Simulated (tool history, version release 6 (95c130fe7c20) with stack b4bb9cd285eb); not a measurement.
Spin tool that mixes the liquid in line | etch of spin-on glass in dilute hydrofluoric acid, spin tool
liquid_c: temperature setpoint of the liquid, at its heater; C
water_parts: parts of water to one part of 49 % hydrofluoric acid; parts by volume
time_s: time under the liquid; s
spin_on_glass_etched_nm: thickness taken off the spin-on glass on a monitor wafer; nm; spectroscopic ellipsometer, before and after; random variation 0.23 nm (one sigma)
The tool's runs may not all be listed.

run 1 day=0 | liquid_c=20 water_parts=295 time_s=80 | spin_on_glass_etched_nm=12.736
run 2 day=0.346 | liquid_c=20 water_parts=295 time_s=60 | spin_on_glass_etched_nm=9.5833
run 3 day=0.467 | liquid_c=17.5 water_parts=295 time_s=60 | spin_on_glass_etched_nm=8.7392
run 4 day=0.579 | liquid_c=19.5 water_parts=250 time_s=65 | spin_on_glass_etched_nm=12.489
run 5 day=0.842 | liquid_c=19.5 water_parts=310 time_s=65 | spin_on_glass_etched_nm=9.4937
run 6 day=1.196 | liquid_c=21 water_parts=260 time_s=65 | spin_on_glass_etched_nm=12.66
run 7 day=1.433 | liquid_c=21 water_parts=260 time_s=65 | spin_on_glass_etched_nm=12.625
run 8 day=1.675 | liquid_c=22.5 water_parts=220 time_s=70 | spin_on_glass_etched_nm=17.738
run 9 day=1.833 | liquid_c=23.5 water_parts=190 time_s=70 | spin_on_glass_etched_nm=21.908

Forecast run 10:
run 10 day=2.079 | liquid_c=27.5 water_parts=70 time_s=75 | spin_on_glass_etched_nm=?

{"run 10": {"spin_on_glass_etched_nm": 86.594}}

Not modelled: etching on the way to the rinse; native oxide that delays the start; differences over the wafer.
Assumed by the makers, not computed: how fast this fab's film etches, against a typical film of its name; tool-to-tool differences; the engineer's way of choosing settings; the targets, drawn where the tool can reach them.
